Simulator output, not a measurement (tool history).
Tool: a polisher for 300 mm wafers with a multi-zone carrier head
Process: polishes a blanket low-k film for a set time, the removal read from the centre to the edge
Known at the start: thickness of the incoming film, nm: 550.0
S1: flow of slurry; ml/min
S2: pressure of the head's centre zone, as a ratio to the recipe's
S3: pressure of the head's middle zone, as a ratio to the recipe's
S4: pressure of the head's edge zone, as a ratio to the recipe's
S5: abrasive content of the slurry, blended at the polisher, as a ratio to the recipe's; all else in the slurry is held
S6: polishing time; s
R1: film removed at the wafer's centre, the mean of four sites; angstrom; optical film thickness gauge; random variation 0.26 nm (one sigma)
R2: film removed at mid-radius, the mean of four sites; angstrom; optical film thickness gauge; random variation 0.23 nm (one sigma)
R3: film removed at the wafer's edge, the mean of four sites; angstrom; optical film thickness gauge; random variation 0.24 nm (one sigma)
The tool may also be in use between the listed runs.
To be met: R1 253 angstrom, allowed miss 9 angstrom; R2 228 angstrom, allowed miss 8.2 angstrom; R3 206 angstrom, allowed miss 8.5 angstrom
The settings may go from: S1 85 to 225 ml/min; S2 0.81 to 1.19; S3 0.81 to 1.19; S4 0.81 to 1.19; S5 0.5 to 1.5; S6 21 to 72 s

run	day	S1	S2	S3	S4	S5	S6	R1	R2	R3
1	0	145	1	1	1	1	46	279.44	279.41	275.14
2	0.079	145	1.01	1	0.98	0.95	46	277.5	267.69	263.36
3	0.375	145	0.98	1	0.98	0.95	46	267.18	269.2	257.58
4	0.554	145	0.98	1	0.98	0.8	46	246.11	245.25	234.27
5	0.821	145	0.99	1	0.96	0.8	46	248.56	246.45	240.55
6	1.138	145	1.02	1	0.96	0.8	46	253.13	244.03	238.36
7	1.254	150	1.04	1.01	0.94	0.75	46	252.24	241.18	227.4
8	1.442	150	1.05	1.01	0.93	0.75	46	250.06	237.81	229.66
9	1.554	155	1.07	1.02	0.92	0.75	46	259.45	244.85	230.1
10	1.762	155	1.08	1.02	0.91	0.75	46	255.85	244.07	223.42
11	1.838	155	1.09	1.02	0.9	0.75	46	261.52	246.41	222.72
12	1.95	150	1.09	1.01	0.89	0.75	46	259.61	238.71	217.93
13	1.988	145	1.09	1.01	0.89	0.75	46	255.97	240.03	217.88
14	2.1	135	1.11	0.99	0.87	0.75	46	255.99	228.15	216.15

Which of these 4 next moves meets every target?
A	2.212	135	1.11	1.01	0.89	0.8	48	?	?	?
B	2.212	110	1.02	0.88	0.91	0.85	49	?	?	?
C	2.212	145	1.14	1.01	0.86	0.7	46	?	?	?
D	2.212	130	1.19	0.97	0.81	1	40	?	?	?

move	R1	R2	R3
A	278.23	252.18	233.9
B	258.27	224.66	240.48
C	256.65	227.32	206.65
D	271.99	225.95	208.61
A: further off than the last run
B: further off than the last run
C: meets every target
D: brings the result that was furthest off to its target, and leaves another outside
Move C is the one to make.
